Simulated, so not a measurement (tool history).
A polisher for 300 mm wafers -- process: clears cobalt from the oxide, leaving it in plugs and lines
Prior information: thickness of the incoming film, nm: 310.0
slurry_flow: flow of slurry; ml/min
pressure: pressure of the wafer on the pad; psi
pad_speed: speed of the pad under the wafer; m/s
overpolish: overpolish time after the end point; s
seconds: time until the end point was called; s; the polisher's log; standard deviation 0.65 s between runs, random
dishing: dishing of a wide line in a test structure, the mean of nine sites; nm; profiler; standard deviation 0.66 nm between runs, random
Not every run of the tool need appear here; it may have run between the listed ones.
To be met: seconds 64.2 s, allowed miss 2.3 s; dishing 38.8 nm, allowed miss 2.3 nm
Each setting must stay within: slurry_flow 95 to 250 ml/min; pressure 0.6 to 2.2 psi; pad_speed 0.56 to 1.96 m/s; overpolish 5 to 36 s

{"run": 1, "day": 0.0, "slurry_flow": 160, "pressure": 1.4, "pad_speed": 1.26, "overpolish": 18, "seconds": 83.417, "dishing": 37.649}
{"run": 2, "day": 0.138, "slurry_flow": 130, "pressure": 1.4, "pad_speed": 1.26, "overpolish": 18, "seconds": 86.683, "dishing": 36.175}
{"run": 3, "day": 0.35, "slurry_flow": 150, "pressure": 1.4, "pad_speed": 1.26, "overpolish": 18, "seconds": 84.386, "dishing": 36.292}
{"run": 4, "day": 0.717, "slurry_flow": 130, "pressure": 1.4, "pad_speed": 1.26, "overpolish": 18, "seconds": 86.826, "dishing": 35.633}
{"run": 5, "day": 0.988, "slurry_flow": 130, "pressure": 1.4, "pad_speed": 1.04, "overpolish": 18, "seconds": 95.652, "dishing": 34.696}
{"run": 6, "day": 1.3, "slurry_flow": 130, "pressure": 1.4, "pad_speed": 0.78, "overpolish": 18, "seconds": 114.22, "dishing": 30.589}
{"run": 7, "day": 1.646, "slurry_flow": 160, "pressure": 1.8, "pad_speed": 0.82, "overpolish": 17, "seconds": 82.609, "dishing": 36.57}
{"run": 8, "day": 2.004, "slurry_flow": 160, "pressure": 1.9, "pad_speed": 0.82, "overpolish": 16, "seconds": 78.186, "dishing": 36.315}
{"day": 2.212, "done": "worn pad replaced by a new one"}
{"run": 9, "day": 2.212, "slurry_flow": 165, "pressure": 2, "pad_speed": 0.82, "overpolish": 16, "seconds": 66.625, "dishing": 37.752}

5 candidate next runs follow, results not yet known. Just one meets every target within its allowed miss. Identify it.
{"run": "A", "day": 2.421, "slurry_flow": 215, "pressure": 1.9, "pad_speed": 0.8, "overpolish": 18, "seconds": "?", "dishing": "?"}
{"run": "B", "day": 2.421, "slurry_flow": 185, "pressure": 2.1, "pad_speed": 0.76, "overpolish": 17, "seconds": "?", "dishing": "?"}
{"run": "C", "day": 2.421, "slurry_flow": 165, "pressure": 2, "pad_speed": 0.82, "overpolish": 13, "seconds": "?", "dishing": "?"}
{"run": "D", "day": 2.421, "slurry_flow": 160, "pressure": 1.9, "pad_speed": 0.8, "overpolish": 18, "seconds": "?", "dishing": "?"}
{"run": "E", "day": 2.421, "slurry_flow": 160, "pressure": 2.1, "pad_speed": 0.72, "overpolish": 16, "seconds": "?", "dishing": "?"}

move=A seconds=68.615 dishing=40.983
move=B seconds=65.132 dishing=40.869
move=C seconds=67.089 dishing=35.565
move=D seconds=71.791 dishing=40.219
move=E seconds=68.43 dishing=38.989
A: further off than the last run
B: each result inside its tolerance
C: further off than the last run
D: further off than the last run
E: further off than the last run
The move that meets every target is B.
